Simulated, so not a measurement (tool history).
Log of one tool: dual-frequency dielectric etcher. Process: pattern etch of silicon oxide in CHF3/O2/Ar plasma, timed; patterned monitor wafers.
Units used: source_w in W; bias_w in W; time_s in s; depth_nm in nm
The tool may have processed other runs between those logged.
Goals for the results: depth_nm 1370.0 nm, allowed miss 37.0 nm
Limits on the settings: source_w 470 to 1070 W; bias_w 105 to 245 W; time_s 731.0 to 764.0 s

run	day	source_w	bias_w	time_s	depth_nm
1	0.000	770	175	731.0	1547.1
2	0.192	890	175	731.0	1629.1
3	0.496	810	167	731.0	1557.5
4	0.800	810	167	731.0	1550.8
5	1.162	930	167	731.0	1641.3
6	1.296	840	167	731.0	1566.2
7	1.421	780	161	731.0	1512.5
8	1.775	740	157	731.0	1461.8
9	2.079	740	157	731.0	1455.7
# day 2.150: source power generator calibrated
10	2.150	720	155	731.0	1466.1
11	2.283	690	151	731.0	1422.5

Next run, 5 choices. One meets every target within its allowed miss, the rest don't. Which?
A	2.417	570	155	744.0	?
B	2.417	700	150	742.5	?
C	2.417	730	139	744.0	?
D	2.417	660	159	737.5	?
E	2.417	680	144	764.0	?

move	depth_nm
A	1364.7
B	1457.8
C	1446.6
D	1444.4
E	1462.5
A: every result within its allowed miss
B: the biggest miss grows against the last run
C: the biggest miss grows against the last run
D: the biggest miss grows against the last run
E: the biggest miss grows against the last run
The right move is A.
